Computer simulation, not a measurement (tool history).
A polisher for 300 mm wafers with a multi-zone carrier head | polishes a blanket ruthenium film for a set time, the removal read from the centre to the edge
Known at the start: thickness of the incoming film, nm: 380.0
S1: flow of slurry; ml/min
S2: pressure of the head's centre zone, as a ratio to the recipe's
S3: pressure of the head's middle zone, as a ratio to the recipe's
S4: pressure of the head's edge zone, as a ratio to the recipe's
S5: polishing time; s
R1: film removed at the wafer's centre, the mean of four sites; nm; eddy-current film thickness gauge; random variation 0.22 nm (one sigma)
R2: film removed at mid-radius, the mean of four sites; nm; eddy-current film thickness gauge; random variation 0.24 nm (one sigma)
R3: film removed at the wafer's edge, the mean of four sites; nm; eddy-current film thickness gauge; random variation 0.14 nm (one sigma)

run,hour,S1,S2,S3,S4,S5,R1,R2,R3
1,0,130,1,1,1,35,27.24,27.895,27.194
2,2.3,125,1,0.99,0.97,32,24.656,24.791,24.349
3,8.4,125,0.93,0.99,0.97,32,23.173,24.354,23.838
4,9.6,125,0.93,0.98,0.94,30,21.505,22.658,22.507
5,15.6,125,0.93,0.94,0.94,30,22.015,22.303,22.442
6,23.9,125,0.94,0.95,0.91,28,19.889,20.634,20.395
7,28.7,120,0.96,0.95,0.89,27,20.078,20.545,19.598
8,34.4,115,0.95,0.93,0.87,27,19.841,19.316,19.557
9,37,115,0.95,0.94,0.86,26,18.755,18.612,18.5
10,45,110,0.96,0.95,0.85,26,18.279,18.914,18.156
11,49.4,105,0.97,0.95,0.84,26,18.925,18.403,18.361
12,52.3,105,0.97,0.96,0.83,26,18.43,18.58,17.774
13,53,100,0.97,0.96,0.83,26,18.091,18.249,17.792

The next listed run, before its measurement:
14,56.2,100,0.98,0.96,0.83,26,?,?,?

Run 14 gave R1 18.328 nm, R2 18.417 nm, R3 17.766 nm.
